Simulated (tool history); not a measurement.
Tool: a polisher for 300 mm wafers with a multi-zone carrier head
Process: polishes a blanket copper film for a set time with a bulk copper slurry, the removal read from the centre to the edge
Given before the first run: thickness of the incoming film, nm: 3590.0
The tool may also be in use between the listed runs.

run	hour	flow of slurry (ml/min)	pressure of the head's centre zone	pressure of the head's middle zone	pressure of the head's edge zone	abrasive content of the slurry	polishing time (s)	film removed at the wafer's centre (Å)	film removed at mid-radius (Å)	film removed at the wafer's edge (Å)
1	0	270	1	1	1	1	69	2856.4	2747.7	2745.7
2	4	270	1	1	1	0.8	69	2689.3	2571.1	2625.9
3	8.3	275	1.02	1	1.05	1	72	3050.8	2872.8	2986.7
4	14.6	275	1.02	1	0.97	1	72	3060.3	2843.4	2851.8
5	16.8	285	1.05	1.01	1.03	1.15	73	3322.7	3051.1	3130.3
6	21.3	285	1.05	1.01	1.03	1.15	57	2591.5	2405.1	2438.8

The next listed run, before its measurement:
7	23.2	300	1.08	1.03	1.07	1.25	62	?	?	?

film removed at the wafer's centre (Å): 3032.6
film removed at mid-radius (Å): 2704.7
film removed at the wafer's edge (Å): 2765.9
